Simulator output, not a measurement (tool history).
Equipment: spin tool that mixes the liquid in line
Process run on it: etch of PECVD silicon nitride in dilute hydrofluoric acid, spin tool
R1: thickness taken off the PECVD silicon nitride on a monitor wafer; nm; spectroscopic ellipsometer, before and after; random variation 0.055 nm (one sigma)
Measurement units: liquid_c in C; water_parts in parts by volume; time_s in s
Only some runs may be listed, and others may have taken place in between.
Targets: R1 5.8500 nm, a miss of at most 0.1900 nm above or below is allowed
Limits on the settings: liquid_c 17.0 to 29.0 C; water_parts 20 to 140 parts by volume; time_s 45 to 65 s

run 1 hour=0.0 | liquid_c=21.0 water_parts=75 time_s=65 | R1=3.2208
run 2 hour=8.0 | liquid_c=21.0 water_parts=95 time_s=65 | R1=2.5746
run 3 hour=9.4 | liquid_c=22.0 water_parts=90 time_s=65 | R1=2.9782
run 4 hour=14.1 | liquid_c=22.0 water_parts=90 time_s=65 | R1=2.8859
run 5 hour=20.9 | liquid_c=22.5 water_parts=90 time_s=65 | R1=3.0208
run 6 hour=22.4 | liquid_c=23.0 water_parts=90 time_s=65 | R1=3.1402
run 7 hour=24.0 | liquid_c=23.5 water_parts=90 time_s=65 | R1=3.2927
run 8 hour=32.3 | liquid_c=24.0 water_parts=90 time_s=65 | R1=3.3012
run 9 hour=40.3 | liquid_c=24.5 water_parts=85 time_s=65 | R1=3.6556
run 10 hour=48.6 | liquid_c=25.0 water_parts=85 time_s=65 | R1=3.7657
run 11 hour=56.6 | liquid_c=25.0 water_parts=85 time_s=65 | R1=3.7548
run 12 hour=65.1 | liquid_c=25.5 water_parts=85 time_s=65 | R1=3.8340

Pick the move, out of 4, that brings all results within their allowed miss; only one does.
run A hour=73.6 | liquid_c=26.5 water_parts=35 time_s=45 | R1=?
run B hour=73.6 | liquid_c=29.0 water_parts=85 time_s=65 | R1=?
run C hour=73.6 | liquid_c=29.0 water_parts=70 time_s=65 | R1=?
run D hour=73.6 | liquid_c=27.0 water_parts=105 time_s=45 | R1=?

move=A R1=6.9436
move=B R1=4.9195
move=C R1=5.9705
move=D R1=2.4269
A: takes the biggest miss from the last run beyond its target
B: an improvement on the last run, though not all results are within tolerance
C: in spec on every target
D: further off than the last run
The right move is C.

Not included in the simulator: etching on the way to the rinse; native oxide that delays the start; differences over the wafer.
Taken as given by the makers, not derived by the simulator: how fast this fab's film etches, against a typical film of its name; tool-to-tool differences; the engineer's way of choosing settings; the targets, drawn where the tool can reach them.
